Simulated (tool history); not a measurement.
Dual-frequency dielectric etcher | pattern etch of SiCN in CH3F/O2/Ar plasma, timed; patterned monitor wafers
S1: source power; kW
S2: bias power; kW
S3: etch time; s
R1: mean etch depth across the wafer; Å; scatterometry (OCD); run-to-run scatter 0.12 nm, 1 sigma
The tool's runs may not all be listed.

run,hour,S1,S2,S3,R1
1,0,0.35,0.083,86,324.51
2,4.4,0.35,0.096,86,343.97
3,8.8,0.38,0.096,86,353.25
4,14.7,0.42,0.096,86,359.88
5,21.4,0.42,0.086,86,346.25
6,30.2,0.4,0.083,86,338.87
7,38.9,0.38,0.08,86,330.69
8,44.1,0.36,0.077,86,318.08
9,49.6,0.34,0.076,86,315.43

The next listed run, before its measurement:
10,58.2,0.33,0.074,86,?

R1: 307.47 Å
